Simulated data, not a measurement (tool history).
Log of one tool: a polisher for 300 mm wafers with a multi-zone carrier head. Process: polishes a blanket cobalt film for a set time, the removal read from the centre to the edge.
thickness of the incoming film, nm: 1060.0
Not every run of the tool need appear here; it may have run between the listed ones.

run	hour	flow of slurry (ml/min)	pressure of the head's centre zone	pressure of the head's middle zone	pressure of the head's edge zone	polishing time (s)	film removed at the wafer's centre (Å)	film removed at mid-radius (Å)	film removed at the wafer's edge (Å)
1	0	195	1	1	1	89	4419.5	4536.1	4364.6
2	4.3	195	1	1.04	1	89	4463.7	4595.5	4362
3	13.1	210	1	1.04	1	89	4499.7	4695.1	4430.3
4	16.5	200	0.99	1.03	0.97	87	4300.9	4560.6	4197.5
5	21.7	200	0.99	1.06	0.97	87	4360	4541.5	4249.3
6	26.6	195	0.98	1.05	0.94	85	4137	4448.9	4055.5
7	28.3	190	0.98	1.03	0.92	84	4141.3	4417.9	3962.8
8	30.8	185	0.97	1.02	0.92	82	3871.1	4176.1	3846.7
9	32.8	185	0.97	1.02	0.92	82	3929.8	4243.1	3798.5

Estimate the outcome of run 10 from the log above:
10	41.4	175	0.97	1	0.92	81	?	?	?

{"run 10": {"film removed at the wafer's centre (Å)": 3882.1, "film removed at mid-radius (Å)": 3973, "film removed at the wafer's edge (Å)": 3693.5}}

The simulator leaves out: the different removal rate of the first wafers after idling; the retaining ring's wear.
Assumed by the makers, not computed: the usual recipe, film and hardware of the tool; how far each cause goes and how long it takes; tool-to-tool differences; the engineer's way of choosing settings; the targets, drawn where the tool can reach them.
